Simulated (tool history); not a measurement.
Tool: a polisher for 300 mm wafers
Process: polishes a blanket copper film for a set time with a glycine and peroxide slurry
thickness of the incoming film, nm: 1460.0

run  hour  flow of slurry (ml/min)  pressure of the wafer on the pad (psi)  speed of the pad under the wafer (m/s)  polishing time (s)  film removed (Å)
  1   0.0                      250                                     3.2                                    0.94                  24            1595.4
  2   3.9                      250                                     2.8                                    0.94                  24            1425.0
  3   6.6                      250                                     2.6                                    0.94                  24            1371.7
  4  12.4                      250                                     2.6                                    0.94                  22            1249.0
  5  15.4                      250                                     2.6                                    1.12                  22            1410.8
  6  16.6                      300                                     2.6                                    1.12                  22            1433.4
  7  20.8                      300                                     2.4                                    1.12                  22            1351.1

Run 8 comes next. What will it give?
  8  29.0                      300                                     2.2                                    1.12                  22                 ?

film removed (Å): 1257.4
